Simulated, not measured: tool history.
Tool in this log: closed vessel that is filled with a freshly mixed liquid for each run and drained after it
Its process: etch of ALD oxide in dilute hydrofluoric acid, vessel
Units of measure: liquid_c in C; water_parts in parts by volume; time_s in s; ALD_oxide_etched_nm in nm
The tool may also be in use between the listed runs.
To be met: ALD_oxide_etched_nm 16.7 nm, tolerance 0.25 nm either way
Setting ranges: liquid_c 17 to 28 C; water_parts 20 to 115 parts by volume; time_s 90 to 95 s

Run 1, hour 0: liquid_c 20 C, water_parts 65 parts by volume, time_s 90 s. Result: ALD_oxide_etched_nm 19.008 nm.
Run 2, hour 7.9: liquid_c 19 C, water_parts 65 parts by volume, time_s 90 s. Result: ALD_oxide_etched_nm 18.129 nm.
Run 3, hour 16: liquid_c 22.5 C, water_parts 65 parts by volume, time_s 90 s. Result: ALD_oxide_etched_nm 21.125 nm.
Run 4, hour 17.5: liquid_c 20.5 C, water_parts 65 parts by volume, time_s 90 s. Result: ALD_oxide_etched_nm 19.338 nm.
Run 5, hour 19.1: liquid_c 20.5 C, water_parts 65 parts by volume, time_s 90 s. Result: ALD_oxide_etched_nm 19.298 nm.
Run 6, hour 25.3: liquid_c 19.5 C, water_parts 65 parts by volume, time_s 90 s. Result: ALD_oxide_etched_nm 18.446 nm.
Run 7, hour 32.7: liquid_c 19 C, water_parts 65 parts by volume, time_s 90 s. Result: ALD_oxide_etched_nm 18.18 nm.
Run 8, hour 34.6: liquid_c 18.5 C, water_parts 65 parts by volume, time_s 90 s. Result: ALD_oxide_etched_nm 17.799 nm.
Run 9, hour 43.7: liquid_c 18 C, water_parts 65 parts by volume, time_s 90 s. Result: ALD_oxide_etched_nm 17.35 nm.
Run 10, hour 51.2: liquid_c 17.5 C, water_parts 65 parts by volume, time_s 90 s. Result: ALD_oxide_etched_nm 17.027 nm.

Exactly one of the 4 candidate moves below puts every result within its allowed miss. Which one?
Run A, hour 58.7: liquid_c 18 C, water_parts 65 parts by volume, time_s 90 s. Result: ALD_oxide_etched_nm ?.
Run B, hour 58.7: liquid_c 17 C, water_parts 65 parts by volume, time_s 90 s. Result: ALD_oxide_etched_nm ?.
Run C, hour 58.7: liquid_c 17 C, water_parts 65 parts by volume, time_s 95 s. Result: ALD_oxide_etched_nm ?.
Run D, hour 58.7: liquid_c 18.5 C, water_parts 70 parts by volume, time_s 95 s. Result: ALD_oxide_etched_nm ?.

move  ALD_oxide_etched_nm
   A               17.564
   B               16.827
   C               17.762
   D               17.488
A: the biggest miss grows against the last run
B: every result within its allowed miss
C: the biggest miss grows against the last run
D: the biggest miss grows against the last run
Correct choice: B, which meets every target

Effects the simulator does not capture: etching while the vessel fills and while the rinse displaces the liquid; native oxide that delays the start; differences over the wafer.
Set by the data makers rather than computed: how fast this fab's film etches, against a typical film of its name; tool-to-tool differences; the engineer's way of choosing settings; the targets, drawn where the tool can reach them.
